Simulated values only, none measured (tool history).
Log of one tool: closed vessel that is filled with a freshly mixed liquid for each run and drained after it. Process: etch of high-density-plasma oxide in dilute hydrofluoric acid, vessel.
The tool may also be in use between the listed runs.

| run | hour | temperature setpoint of the liquid (°C) | parts of water to one part of 49 % hydrofluoric acid (parts by volume) | time in the liquid (s) | thickness taken off the high-density-plasma oxide on a monitor wafer (Å) |
|---|---|---|---|---|---|
| 1 | 0.0 | 22.0 | 245 | 2740 | 415.34 |
| 2 | 8.1 | 24.0 | 220 | 2740 | 512.55 |
| 3 | 16.8 | 27.0 | 220 | 2740 | 567.28 |
| 4 | 24.5 | 28.0 | 205 | 2740 | 642.82 |
| 5 | 29.6 | 28.0 | 165 | 2740 | 828.83 |
| 6 | 35.0 | 28.0 | 210 | 2740 | 622.89 |
| 7 | 36.6 | 28.5 | 200 | 2740 | 676.91 |
| 8 | 41.3 | 29.0 | 190 | 2740 | 728.50 |
| 9 | 48.2 | 29.5 | 185 | 2740 | 765.17 |

Forecast run 10:
| 10 | 50.7 | 29.5 | 180 | 2740 | ? |

Run 10 gave thickness taken off the high-density-plasma oxide on a monitor wafer (Å) 792.29.
